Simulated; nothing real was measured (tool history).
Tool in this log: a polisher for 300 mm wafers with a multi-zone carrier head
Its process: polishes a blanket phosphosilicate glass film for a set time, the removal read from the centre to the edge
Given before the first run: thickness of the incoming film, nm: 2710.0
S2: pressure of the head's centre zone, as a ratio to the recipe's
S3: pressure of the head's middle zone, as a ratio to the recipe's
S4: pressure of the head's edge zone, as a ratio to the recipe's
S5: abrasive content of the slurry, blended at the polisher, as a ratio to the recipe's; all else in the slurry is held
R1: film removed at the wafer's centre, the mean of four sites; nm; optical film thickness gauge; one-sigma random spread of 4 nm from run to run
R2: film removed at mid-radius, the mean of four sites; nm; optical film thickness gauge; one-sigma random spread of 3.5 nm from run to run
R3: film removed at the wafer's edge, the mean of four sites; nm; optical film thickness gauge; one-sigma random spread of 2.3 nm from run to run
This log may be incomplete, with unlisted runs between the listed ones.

Run 1, hour 0.0: flow of slurry (ml/min) 145, S2 1.00, S3 1.00, S4 1.00, S5 1.00, polishing time (s) 64. Result: R1 482.13 nm, R2 508.02 nm, R3 480.53 nm.
Run 2, hour 1.8: flow of slurry (ml/min) 145, S2 1.00, S3 1.00, S4 1.08, S5 1.00, polishing time (s) 64. Result: R1 473.15 nm, R2 496.59 nm, R3 493.44 nm.
Run 3, hour 6.5: flow of slurry (ml/min) 145, S2 1.00, S3 1.00, S4 1.11, S5 1.00, polishing time (s) 64. Result: R1 472.68 nm, R2 491.71 nm, R3 508.88 nm.
Run 4, hour 12.4: flow of slurry (ml/min) 145, S2 1.00, S3 1.00, S4 1.14, S5 1.00, polishing time (s) 64. Result: R1 492.00 nm, R2 490.11 nm, R3 507.45 nm.
Run 5, hour 15.5: flow of slurry (ml/min) 145, S2 1.00, S3 1.00, S4 1.14, S5 0.85, polishing time (s) 64. Result: R1 447.79 nm, R2 465.51 nm, R3 468.17 nm.
Run 6, hour 20.6: flow of slurry (ml/min) 140, S2 1.00, S3 0.99, S4 1.10, S5 0.75, polishing time (s) 62. Result: R1 398.34 nm, R2 411.91 nm, R3 420.53 nm.
Run 7, hour 27.2: flow of slurry (ml/min) 140, S2 1.01, S3 1.00, S4 1.05, S5 0.70, polishing time (s) 61. Result: R1 384.54 nm, R2 391.85 nm, R3 390.37 nm.
Run 8, hour 31.3: flow of slurry (ml/min) 110, S2 0.97, S3 1.08, S4 0.95, S5 0.50, polishing time (s) 60. Result: R1 283.50 nm, R2 311.45 nm, R3 288.59 nm.
Run 9, hour 37.2: flow of slurry (ml/min) 110, S2 0.97, S3 1.08, S4 0.95, S5 0.50, polishing time (s) 60. Result: R1 280.34 nm, R2 320.38 nm, R3 292.26 nm.

Run 10 comes next. What will it give?
Run 10, hour 38.0: flow of slurry (ml/min) 110, S2 0.97, S3 1.08, S4 0.95, S5 0.50, polishing time (s) 60. Result: R1 ?, R2 ?, R3 ?.

R1: 280.25 nm
R2: 310.05 nm
R3: 292.83 nm

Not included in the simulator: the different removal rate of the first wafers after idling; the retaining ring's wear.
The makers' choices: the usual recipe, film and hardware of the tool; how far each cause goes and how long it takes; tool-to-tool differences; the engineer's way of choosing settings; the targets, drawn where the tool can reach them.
